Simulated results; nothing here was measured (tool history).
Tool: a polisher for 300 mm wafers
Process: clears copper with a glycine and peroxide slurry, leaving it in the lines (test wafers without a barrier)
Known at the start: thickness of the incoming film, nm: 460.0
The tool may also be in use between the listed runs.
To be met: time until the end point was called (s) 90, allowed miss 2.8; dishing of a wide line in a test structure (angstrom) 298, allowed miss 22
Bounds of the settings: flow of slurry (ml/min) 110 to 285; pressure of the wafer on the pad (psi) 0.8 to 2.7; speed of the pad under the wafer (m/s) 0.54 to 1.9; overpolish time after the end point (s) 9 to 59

run,day,flow of slurry (ml/min),pressure of the wafer on the pad (psi),speed of the pad under the wafer (m/s),overpolish time after the end point (s),time until the end point was called (s),dishing of a wide line in a test structure (angstrom)
1,0,180,1.7,1.22,30,105.15,305.21
2,0.338,180,1.9,1.22,30,98.135,308.74
3,0.392,185,1.9,1.22,28,97.708,320.89
4,0.704,185,1.9,1.12,28,104.07,305.54
5,0.821,150,1.9,1.12,28,108.34,304.64
6,0.975,150,1.9,1.12,19,107.49,270.3
7,1.167,160,2,1.12,19,104.3,288.2
8,1.346,165,2.1,1.12,18,99.649,281.57
9,1.629,170,2.1,1.12,18,98.155,290.54
10,1.892,175,2.1,1.12,17,97.42,264.57
11,1.983,180,2.1,1.12,19,98.162,290.43
12,2.167,185,2.1,1.12,19,97.744,289.65
13,2.362,190,2.1,1.12,19,96.124,284.21
14,2.654,195,2.1,1.12,20,98.61,300.36
15,3.012,195,2.2,1.12,19,93.927,287.13

5 next moves are on the table. One of them brings every result within its allowed miss. Which?
A,3.371,205,2.4,1.18,22,?,?
B,3.371,245,2.5,1.14,13,?,?
C,3.371,215,2.1,1.34,23,?,?
D,3.371,180,2.1,1.24,30,?,?
E,3.371,215,1.7,1.32,29,?,?

move,time until the end point was called (s),dishing of a wide line in a test structure (angstrom)
A,84.744,294.11
B,82.903,260.02
C,82.946,294.16
D,90.672,302.97
E,96.003,301.56
A: takes the result that was furthest off past its target
B: takes the result that was furthest off past its target
C: takes the result that was furthest off past its target
D: meets every target
E: further off than the last run
Move D is the one to make.
